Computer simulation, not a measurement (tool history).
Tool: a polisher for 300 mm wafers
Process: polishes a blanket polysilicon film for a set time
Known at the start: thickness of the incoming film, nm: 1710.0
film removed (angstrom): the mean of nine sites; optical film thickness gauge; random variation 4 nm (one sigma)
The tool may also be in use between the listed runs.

run,day,flow of slurry (ml/min),pressure of the wafer on the pad (psi),speed of the pad under the wafer (cm/s),polishing time (s),film removed (angstrom)
1,0,240,2.7,92,52,4280.7
2,0.292,190,2.7,92,52,4180.5
3,0.608,190,2.7,82,52,3762.2
4,0.725,190,2.7,94,52,4277.4
5,0.888,190,2.7,76,52,3477
6,1,190,2.7,86,52,3916.4
7,1.158,190,2.5,86,52,3701

The next listed run, before its measurement:
8,1.288,190,2.3,84,52,?

film removed (angstrom): 3363.6

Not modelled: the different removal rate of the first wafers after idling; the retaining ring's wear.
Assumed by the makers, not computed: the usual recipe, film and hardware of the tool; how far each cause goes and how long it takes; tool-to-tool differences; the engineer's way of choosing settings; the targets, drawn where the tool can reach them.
